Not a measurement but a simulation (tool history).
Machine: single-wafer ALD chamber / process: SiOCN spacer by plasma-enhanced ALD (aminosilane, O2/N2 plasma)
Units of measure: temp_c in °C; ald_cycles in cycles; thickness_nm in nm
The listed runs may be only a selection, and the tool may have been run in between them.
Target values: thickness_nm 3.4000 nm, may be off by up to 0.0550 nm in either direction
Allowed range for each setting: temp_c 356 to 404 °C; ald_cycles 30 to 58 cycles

{"run": 1, "day": 0.0, "temp_c": 380, "ald_cycles": 44, "thickness_nm": 2.814}
{"run": 2, "day": 0.188, "temp_c": 380, "ald_cycles": 46, "thickness_nm": 2.9488}
{"run": 3, "day": 0.467, "temp_c": 380, "ald_cycles": 48, "thickness_nm": 3.0749}
{"run": 4, "day": 0.533, "temp_c": 380, "ald_cycles": 42, "thickness_nm": 2.6915}
{"run": 5, "day": 0.729, "temp_c": 380, "ald_cycles": 48, "thickness_nm": 3.0928}
{"run": 6, "day": 1.008, "temp_c": 380, "ald_cycles": 49, "thickness_nm": 3.1637}
{"day": 1.162, "done": "thermocouple changed; heater temperature recalibrated"}
{"run": 7, "day": 1.162, "temp_c": 380, "ald_cycles": 50, "thickness_nm": 3.2112}
{"run": 8, "day": 1.258, "temp_c": 380, "ald_cycles": 51, "thickness_nm": 3.2514}
{"run": 9, "day": 1.471, "temp_c": 380, "ald_cycles": 52, "thickness_nm": 3.3308}

Of the 4 settings listed for the next run, only one would bring every result within its allowed miss of target. Which one?
{"run": "A", "day": 1.683, "temp_c": 392, "ald_cycles": 53, "thickness_nm": "?"}
{"run": "B", "day": 1.683, "temp_c": 377, "ald_cycles": 51, "thickness_nm": "?"}
{"run": "C", "day": 1.683, "temp_c": 381, "ald_cycles": 50, "thickness_nm": "?"}
{"run": "D", "day": 1.683, "temp_c": 385, "ald_cycles": 50, "thickness_nm": "?"}

move=A thickness_nm=3.3847
move=B thickness_nm=3.2570
move=C thickness_nm=3.1931
move=D thickness_nm=3.1931
A: every result lands within tolerance
B: its largest miss is bigger than the last run's
C: its largest miss is bigger than the last run's
D: its largest miss is bigger than the last run's
Go with A: it meets all targets.
